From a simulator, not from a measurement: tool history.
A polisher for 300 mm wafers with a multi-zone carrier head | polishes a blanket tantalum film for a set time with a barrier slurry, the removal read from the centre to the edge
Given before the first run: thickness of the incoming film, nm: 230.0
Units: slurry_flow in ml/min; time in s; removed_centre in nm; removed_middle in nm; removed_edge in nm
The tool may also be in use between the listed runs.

{"run": 1, "hour": 0.0, "slurry_flow": 210, "centre_zone": 1.0, "middle_zone": 1.0, "edge_zone": 1.0, "slurry_solids": 1.0, "time": 47, "removed_centre": 81.729, "removed_middle": 84.932, "removed_edge": 86.516}
{"run": 2, "hour": 7.9, "slurry_flow": 210, "centre_zone": 1.0, "middle_zone": 1.0, "edge_zone": 1.0, "slurry_solids": 0.9, "time": 47, "removed_centre": 78.829, "removed_middle": 82.25, "removed_edge": 84.769}
{"run": 3, "hour": 16.3, "slurry_flow": 210, "centre_zone": 0.92, "middle_zone": 1.0, "edge_zone": 1.0, "slurry_solids": 0.9, "time": 47, "removed_centre": 73.049, "removed_middle": 82.318, "removed_edge": 83.082}
{"run": 4, "hour": 19.7, "slurry_flow": 210, "centre_zone": 0.92, "middle_zone": 1.0, "edge_zone": 1.0, "slurry_solids": 1.05, "time": 47, "removed_centre": 75.659, "removed_middle": 84.589, "removed_edge": 88.844}
{"run": 5, "hour": 27.7, "slurry_flow": 225, "centre_zone": 0.99, "middle_zone": 1.02, "edge_zone": 1.01, "slurry_solids": 1.1, "time": 47, "removed_centre": 82.807, "removed_middle": 89.081, "removed_edge": 89.028}
{"run": 6, "hour": 29.8, "slurry_flow": 250, "centre_zone": 0.99, "middle_zone": 1.02, "edge_zone": 1.01, "slurry_solids": 1.1, "time": 47, "removed_centre": 83.866, "removed_middle": 90.76, "removed_edge": 91.47}
{"run": 7, "hour": 36.0, "slurry_flow": 290, "centre_zone": 1.09, "middle_zone": 1.05, "edge_zone": 1.06, "slurry_solids": 1.35, "time": 48, "removed_centre": 101.72, "removed_middle": 100.23, "removed_edge": 102.51}

Run 8 comes next. What will it give?
{"run": 8, "hour": 41.1, "slurry_flow": 295, "centre_zone": 1.11, "middle_zone": 1.05, "edge_zone": 1.06, "slurry_solids": 1.35, "time": 48, "removed_centre": "?", "removed_middle": "?", "removed_edge": "?"}

Logged for run 8: removed_centre 103.280 nm, removed_middle 99.484 nm, removed_edge 102.460 nm.
